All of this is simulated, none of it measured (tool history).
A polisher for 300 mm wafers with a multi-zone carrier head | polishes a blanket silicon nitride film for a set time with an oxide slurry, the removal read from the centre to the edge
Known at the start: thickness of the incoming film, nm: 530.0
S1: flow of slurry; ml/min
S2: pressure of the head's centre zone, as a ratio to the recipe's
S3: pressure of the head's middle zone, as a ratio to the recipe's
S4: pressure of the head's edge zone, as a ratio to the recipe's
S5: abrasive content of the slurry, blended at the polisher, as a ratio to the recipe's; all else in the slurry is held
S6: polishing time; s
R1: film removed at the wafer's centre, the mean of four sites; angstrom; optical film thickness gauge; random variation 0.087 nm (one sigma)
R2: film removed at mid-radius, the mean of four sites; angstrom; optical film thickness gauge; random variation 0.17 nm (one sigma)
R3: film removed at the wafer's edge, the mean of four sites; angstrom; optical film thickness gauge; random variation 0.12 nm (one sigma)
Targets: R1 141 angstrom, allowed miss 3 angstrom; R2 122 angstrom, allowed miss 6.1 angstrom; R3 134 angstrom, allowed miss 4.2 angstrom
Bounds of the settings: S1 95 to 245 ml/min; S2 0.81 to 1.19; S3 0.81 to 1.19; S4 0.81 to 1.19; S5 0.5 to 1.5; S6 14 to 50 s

{"run": 1, "hour": 0.0, "S1": 155, "S2": 1, "S3": 1, "S4": 1, "S5": 1, "S6": 32, "R1": 232.23, "R2": 231.13, "R3": 228.32}
{"run": 2, "hour": 8.7, "S1": 155, "S2": 1, "S3": 0.98, "S4": 0.99, "S5": 0.95, "S6": 31, "R1": 215.93, "R2": 214.36, "R3": 210.88}
{"run": 3, "hour": 10.6, "S1": 155, "S2": 1, "S3": 0.98, "S4": 0.93, "S5": 0.95, "S6": 31, "R1": 217.13, "R2": 212.29, "R3": 204.45}
{"run": 4, "hour": 15.7, "S1": 150, "S2": 1, "S3": 0.96, "S4": 0.93, "S5": 0.9, "S6": 30, "R1": 200.62, "R2": 194.34, "R3": 190.89}
{"run": 5, "hour": 17.5, "S1": 150, "S2": 1, "S3": 0.89, "S4": 0.93, "S5": 0.9, "S6": 30, "R1": 197.09, "R2": 183.28, "R3": 188.55}
{"run": 6, "hour": 23.5, "S1": 175, "S2": 1, "S3": 0.89, "S4": 0.93, "S5": 0.9, "S6": 30, "R1": 203.3, "R2": 184.03, "R3": 193.81}
{"run": 7, "hour": 27.2, "S1": 175, "S2": 1, "S3": 0.88, "S4": 0.92, "S5": 0.85, "S6": 30, "R1": 194.11, "R2": 176.29, "R3": 185.99}
{"run": 8, "hour": 28.1, "S1": 175, "S2": 1, "S3": 0.87, "S4": 0.91, "S5": 0.8, "S6": 30, "R1": 184.05, "R2": 168.8, "R3": 172.99}
{"run": 9, "hour": 32.2, "S1": 130, "S2": 1.04, "S3": 0.81, "S4": 0.99, "S5": 0.55, "S6": 29, "R1": 107.91, "R2": 89.831, "R3": 102.49}
{"run": 10, "hour": 33.8, "S1": 140, "S2": 1.04, "S3": 0.81, "S4": 0.99, "S5": 0.55, "S6": 29, "R1": 109.01, "R2": 89.298, "R3": 104.82}
{"run": 11, "hour": 40.9, "S1": 150, "S2": 1.04, "S3": 0.82, "S4": 0.99, "S5": 0.55, "S6": 29, "R1": 109.79, "R2": 89.89, "R3": 103.52}

Which of these 4 next moves meets every target?
{"run": "A", "hour": 48.0, "S1": 105, "S2": 1.07, "S3": 1.17, "S4": 0.81, "S5": 0.55, "S6": 35, "R1": "?", "R2": "?", "R3": "?"}
{"run": "B", "hour": 48.0, "S1": 135, "S2": 1.04, "S3": 0.87, "S4": 0.98, "S5": 0.6, "S6": 33, "R1": "?", "R2": "?", "R3": "?"}
{"run": "C", "hour": 48.0, "S1": 140, "S2": 1.05, "S3": 0.85, "S4": 1.13, "S5": 0.5, "S6": 23, "R1": "?", "R2": "?", "R3": "?"}
{"run": "D", "hour": 48.0, "S1": 160, "S2": 0.88, "S3": 0.81, "S4": 1.02, "S5": 0.65, "S6": 29, "R1": "?", "R2": "?", "R3": "?"}

move=A R1=127.49 R2=136.32 R3=110.23
move=B R1=143.29 R2=121.52 R3=133.69
move=C R1=72.136 R2=59.492 R3=70.479
move=D R1=127.31 R2=116.12 R3=136.46
A: nearer than the last run, and not there yet
B: meets every target
C: further off than the last run
D: nearer than the last run, and not there yet
The right move is B.
